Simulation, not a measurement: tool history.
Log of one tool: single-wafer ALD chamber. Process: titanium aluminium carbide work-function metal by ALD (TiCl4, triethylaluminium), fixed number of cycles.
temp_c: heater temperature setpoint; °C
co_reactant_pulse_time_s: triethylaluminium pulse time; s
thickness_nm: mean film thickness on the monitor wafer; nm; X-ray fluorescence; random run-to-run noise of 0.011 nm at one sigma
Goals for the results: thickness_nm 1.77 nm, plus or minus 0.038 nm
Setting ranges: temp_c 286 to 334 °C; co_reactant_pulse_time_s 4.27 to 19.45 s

Run 1, hour 0: temp_c 310 °C, co_reactant_pulse_time_s 11.86 s. Result: thickness_nm 2.1951 nm.
Run 2, hour 8.4: temp_c 307 °C, co_reactant_pulse_time_s 10.84 s. Result: thickness_nm 2.1421 nm.
Run 3, hour 15: temp_c 304 °C, co_reactant_pulse_time_s 9.95 s. Result: thickness_nm 2.0774 nm.
Run 4, hour 20.5: temp_c 304 °C, co_reactant_pulse_time_s 12.17 s. Result: thickness_nm 2.1267 nm.
Run 5, hour 28.2: temp_c 302 °C, co_reactant_pulse_time_s 11.1 s. Result: thickness_nm 2.0869 nm.
Run 6, hour 33.5: temp_c 292 °C, co_reactant_pulse_time_s 11.1 s. Result: thickness_nm 1.9813 nm.
Run 7, hour 35.1: temp_c 291 °C, co_reactant_pulse_time_s 10.18 s. Result: thickness_nm 1.9495 nm.
Run 8, hour 39.5: temp_c 290 °C, co_reactant_pulse_time_s 9.38 s. Result: thickness_nm 1.9108 nm.
Run 9, hour 43.2: temp_c 290 °C, co_reactant_pulse_time_s 9.38 s. Result: thickness_nm 1.8912 nm.
Run 10, hour 47.3: temp_c 289 °C, co_reactant_pulse_time_s 9.03 s. Result: thickness_nm 1.8722 nm.
Run 11, hour 48.1: temp_c 289 °C, co_reactant_pulse_time_s 8.72 s. Result: thickness_nm 1.8584 nm.

Consider the 4 candidate settings below. Which is the only one whose results all fall within their allowed miss of target?
Run A, hour 48.9: temp_c 286 °C, co_reactant_pulse_time_s 7.29 s. Result: thickness_nm ?.
Run B, hour 48.9: temp_c 302 °C, co_reactant_pulse_time_s 10.12 s. Result: thickness_nm ?.
Run C, hour 48.9: temp_c 286 °C, co_reactant_pulse_time_s 7.86 s. Result: thickness_nm ?.
Run D, hour 48.9: temp_c 300 °C, co_reactant_pulse_time_s 9.88 s. Result: thickness_nm ?.

move  thickness_nm
   A        1.6944
   B        2.0625
   C        1.7602
   D        2.0326
A: the result that was furthest off in the last run now lies on the other side of its target
B: lands further from the targets than the last run did
C: meets every target
D: lands further from the targets than the last run did
The right move is C.

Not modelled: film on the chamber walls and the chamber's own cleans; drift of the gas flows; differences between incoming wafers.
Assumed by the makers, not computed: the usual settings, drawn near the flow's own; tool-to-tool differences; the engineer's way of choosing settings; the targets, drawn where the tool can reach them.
